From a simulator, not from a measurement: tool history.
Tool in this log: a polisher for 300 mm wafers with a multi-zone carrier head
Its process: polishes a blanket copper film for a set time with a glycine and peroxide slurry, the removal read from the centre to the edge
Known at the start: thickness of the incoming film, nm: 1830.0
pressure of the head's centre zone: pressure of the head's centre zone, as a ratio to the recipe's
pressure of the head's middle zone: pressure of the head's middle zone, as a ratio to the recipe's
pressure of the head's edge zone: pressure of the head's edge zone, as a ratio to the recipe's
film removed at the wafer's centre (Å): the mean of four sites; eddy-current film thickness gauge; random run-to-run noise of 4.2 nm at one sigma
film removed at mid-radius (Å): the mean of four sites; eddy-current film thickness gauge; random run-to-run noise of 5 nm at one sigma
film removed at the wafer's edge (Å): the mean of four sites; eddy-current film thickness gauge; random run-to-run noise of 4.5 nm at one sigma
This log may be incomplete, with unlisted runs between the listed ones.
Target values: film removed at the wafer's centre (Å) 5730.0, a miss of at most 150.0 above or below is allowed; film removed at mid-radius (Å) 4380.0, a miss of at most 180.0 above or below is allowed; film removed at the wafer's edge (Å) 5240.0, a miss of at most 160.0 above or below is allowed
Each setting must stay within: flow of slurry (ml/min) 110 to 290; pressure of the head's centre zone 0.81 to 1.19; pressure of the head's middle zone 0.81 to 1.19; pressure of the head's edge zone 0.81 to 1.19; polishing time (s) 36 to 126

run,hour,flow of slurry (ml/min),pressure of the head's centre zone,pressure of the head's middle zone,pressure of the head's edge zone,polishing time (s),film removed at the wafer's centre (Å),film removed at mid-radius (Å),film removed at the wafer's edge (Å)
1,0.0,185,1.00,1.00,1.00,81,4903.5,4713.7,5006.6
2,1.0,200,1.02,0.97,1.01,81,5018.1,4639.8,5004.6
3,7.7,200,1.02,0.97,0.95,81,5094.1,4671.7,4849.5
4,10.9,210,1.04,0.94,0.97,81,5189.5,4622.9,4974.0
5,19.1,210,1.04,0.94,0.97,94,6091.9,5334.3,5688.9
6,26.2,195,1.05,0.91,0.96,93,5927.7,5152.6,5659.2
7,28.1,195,1.07,0.89,0.96,91,5950.8,4930.8,5505.2
8,28.9,190,1.08,0.87,0.95,90,5822.8,4647.1,5394.8
9,37.1,185,1.08,0.86,0.94,90,5930.0,4584.5,5403.6
10,39.6,160,1.06,0.84,0.92,89,5618.3,4358.3,5164.4

Exercise: of the 5 proposed moves below, exactly one satisfies all targets within the stated allowed misses. Which move is it?
A,42.1,170,1.05,0.89,0.86,87,?,?,?
B,42.1,180,1.00,0.86,0.97,89,?,?,?
C,42.1,180,1.14,0.83,0.89,85,?,?,?
D,42.1,160,1.04,0.83,0.93,87,?,?,?
E,42.1,160,1.11,0.85,0.98,88,?,?,?

move,film removed at the wafer's centre (Å),film removed at mid-radius (Å),film removed at the wafer's edge (Å)
A,5445.4,4511.0,4890.6
B,5355.5,4526.6,5326.1
C,5835.1,4196.4,4888.9
D,5331.1,4216.7,5036.1
E,5758.8,4347.3,5220.1
A: lands further from the targets than the last run did
B: lands further from the targets than the last run did
C: the furthest-off result lands on target, but another misses its tolerance
D: lands further from the targets than the last run did
E: in spec on every target
Go with E: it meets all targets.
